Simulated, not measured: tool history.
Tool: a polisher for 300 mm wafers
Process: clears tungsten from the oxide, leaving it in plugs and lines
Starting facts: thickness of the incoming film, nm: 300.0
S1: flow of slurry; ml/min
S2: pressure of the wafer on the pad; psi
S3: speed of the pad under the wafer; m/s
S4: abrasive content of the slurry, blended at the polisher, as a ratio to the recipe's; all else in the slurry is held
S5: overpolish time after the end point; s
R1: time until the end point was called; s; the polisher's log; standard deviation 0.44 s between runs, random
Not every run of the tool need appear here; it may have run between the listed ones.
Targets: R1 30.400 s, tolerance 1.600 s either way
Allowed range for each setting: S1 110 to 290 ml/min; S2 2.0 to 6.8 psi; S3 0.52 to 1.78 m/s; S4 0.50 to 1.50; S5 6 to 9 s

run	day	S1	S2	S3	S4	S5	R1
1	0.000	185	4.4	1.14	1.00	9	51.822
2	0.238	185	4.4	1.14	0.80	9	54.832
3	0.321	185	4.9	1.16	0.80	9	50.567
4	0.508	185	4.9	1.40	0.80	9	43.379
# day 0.692: slurry tank refilled with fresh slurry and peroxide
5	0.692	185	4.9	1.40	0.60	9	35.822
6	1.004	185	4.2	1.40	0.60	9	40.236
7	1.042	185	4.5	1.42	0.60	9	37.797
8	1.196	185	4.7	1.44	0.60	9	36.811
9	1.467	185	4.9	1.46	0.60	9	35.168
10	1.758	185	5.1	1.46	0.60	9	33.744

Of the 5 settings listed for the next run, only one would bring every result within its allowed miss of target. Which one?
A	2.050	125	4.6	1.70	0.55	9	?
B	2.050	195	5.8	1.60	0.50	6	?
C	2.050	120	5.2	1.60	0.50	6	?
D	2.050	235	4.3	1.54	0.70	9	?
E	2.050	145	5.5	1.38	0.55	9	?

move	R1
A	34.951
B	31.232
C	35.611
D	34.035
E	36.828
A: moves away from the targets compared with the last run
B: every result within its allowed miss
C: moves away from the targets compared with the last run
D: moves away from the targets compared with the last run
E: moves away from the targets compared with the last run
So the answer is move B, the one that meets all the targets.
